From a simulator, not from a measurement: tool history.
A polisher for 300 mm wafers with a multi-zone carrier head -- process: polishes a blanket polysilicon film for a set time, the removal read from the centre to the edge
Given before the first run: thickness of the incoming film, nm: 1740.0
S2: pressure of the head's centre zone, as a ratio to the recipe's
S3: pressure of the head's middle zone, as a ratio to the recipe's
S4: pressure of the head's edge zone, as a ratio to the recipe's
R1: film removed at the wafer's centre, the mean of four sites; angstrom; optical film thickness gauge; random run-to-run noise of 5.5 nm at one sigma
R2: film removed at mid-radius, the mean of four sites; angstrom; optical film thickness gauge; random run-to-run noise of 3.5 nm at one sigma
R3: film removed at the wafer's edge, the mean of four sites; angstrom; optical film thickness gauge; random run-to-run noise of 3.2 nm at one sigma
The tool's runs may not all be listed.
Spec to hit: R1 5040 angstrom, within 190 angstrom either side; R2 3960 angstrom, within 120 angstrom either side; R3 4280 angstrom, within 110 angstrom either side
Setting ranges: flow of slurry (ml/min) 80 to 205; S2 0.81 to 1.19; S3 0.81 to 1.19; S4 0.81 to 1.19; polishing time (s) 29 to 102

run 1 hour=0 | flow_of_slurry_(ml/min)=135 S2=1 S3=1 S4=1 polishing_time_(s)=65 | R1=3661.3 R2=3699.3 R3=3627
run 2 hour=0.7 | flow_of_slurry_(ml/min)=140 S2=1.03 S3=0.99 S4=1.02 polishing_time_(s)=65 | R1=3739.1 R2=3658.6 R3=3694.3
run 3 hour=4.3 | flow_of_slurry_(ml/min)=140 S2=1.03 S3=1.03 S4=1.02 polishing_time_(s)=65 | R1=3774.2 R2=3750.6 R3=3712.9
run 4 hour=6.1 | flow_of_slurry_(ml/min)=145 S2=1.05 S3=1.02 S4=1.02 polishing_time_(s)=66 | R1=3962 R2=3854.6 R3=3758.6
run 5 hour=11 | flow_of_slurry_(ml/min)=145 S2=1.05 S3=1.02 S4=1.09 polishing_time_(s)=66 | R1=3936.6 R2=3852.9 R3=3867.7
run 6 hour=15 | flow_of_slurry_(ml/min)=145 S2=1.08 S3=1.02 S4=1.09 polishing_time_(s)=66 | R1=4096.9 R2=3756.4 R3=3913.5
run 7 hour=17.2 | flow_of_slurry_(ml/min)=150 S2=1.1 S3=1.02 S4=1.1 polishing_time_(s)=66 | R1=4140.6 R2=3818.1 R3=3962.9
run 8 hour=19.2 | flow_of_slurry_(ml/min)=155 S2=1.11 S3=1.01 S4=1.09 polishing_time_(s)=67 | R1=4269.9 R2=3917.8 R3=3925.5
run 9 hour=25.8 | flow_of_slurry_(ml/min)=155 S2=1.12 S3=0.99 S4=1.09 polishing_time_(s)=68 | R1=4341.1 R2=3879 R3=4107.6
run 10 hour=27.3 | flow_of_slurry_(ml/min)=155 S2=1.13 S3=0.98 S4=1.07 polishing_time_(s)=69 | R1=4455.8 R2=3880.6 R3=4104.3
run 11 hour=30.5 | flow_of_slurry_(ml/min)=160 S2=1.14 S3=0.97 S4=1.06 polishing_time_(s)=69 | R1=4511.2 R2=3943.2 R3=4095.4
run 12 hour=38.8 | flow_of_slurry_(ml/min)=160 S2=1.15 S3=0.96 S4=1.05 polishing_time_(s)=70 | R1=4727.2 R2=3980.3 R3=4094.2

Exactly one of the 5 candidate moves below puts every result within its allowed miss. Which one?
run A hour=47.1 | flow_of_slurry_(ml/min)=150 S2=1.12 S3=1.05 S4=0.97 polishing_time_(s)=70 | R1=? R2=? R3=?
run B hour=47.1 | flow_of_slurry_(ml/min)=185 S2=1.15 S3=0.99 S4=1.05 polishing_time_(s)=67 | R1=? R2=? R3=?
run C hour=47.1 | flow_of_slurry_(ml/min)=125 S2=1.11 S3=0.99 S4=1.12 polishing_time_(s)=71 | R1=? R2=? R3=?
run D hour=47.1 | flow_of_slurry_(ml/min)=130 S2=1.04 S3=0.97 S4=1.08 polishing_time_(s)=79 | R1=? R2=? R3=?
run E hour=47.1 | flow_of_slurry_(ml/min)=145 S2=1.19 S3=0.93 S4=1.03 polishing_time_(s)=74 | R1=? R2=? R3=?

move=A R1=4451.3 R2=4156.4 R3=3895.5
move=B R1=4545.6 R2=3925.8 R3=3975
move=C R1=4298.7 R2=3883.1 R3=4140.9
move=D R1=4519.5 R2=4286.8 R3=4549.9
move=E R1=4963.4 R2=3963 R3=4227.1
A: moves away from the targets compared with the last run
B: moves away from the targets compared with the last run
C: moves away from the targets compared with the last run
D: takes the biggest miss from the last run beyond its target
E: all results in spec
The right move is E.
